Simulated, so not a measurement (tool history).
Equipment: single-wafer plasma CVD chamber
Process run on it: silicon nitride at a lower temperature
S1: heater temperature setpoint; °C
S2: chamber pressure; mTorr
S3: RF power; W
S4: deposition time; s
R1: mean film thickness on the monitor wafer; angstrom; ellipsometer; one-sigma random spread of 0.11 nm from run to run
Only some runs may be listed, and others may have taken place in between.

run	hour	S1	S2	S3	S4	R1
1	0.0	350	1380	340	33.9	404.20
2	1.0	350	1260	320	33.9	376.18
3	1.6	350	1260	320	33.9	375.48
4	6.1	350	1160	310	33.9	360.44
5	13.5	350	1090	305	33.9	354.75
6	22.4	350	1040	295	33.9	341.79
7	24.8	350	1000	290	33.9	334.25

Forecast run 8:
8	29.1	350	960	290	33.9	?

Run 8 yielded R1 331.92 angstrom.

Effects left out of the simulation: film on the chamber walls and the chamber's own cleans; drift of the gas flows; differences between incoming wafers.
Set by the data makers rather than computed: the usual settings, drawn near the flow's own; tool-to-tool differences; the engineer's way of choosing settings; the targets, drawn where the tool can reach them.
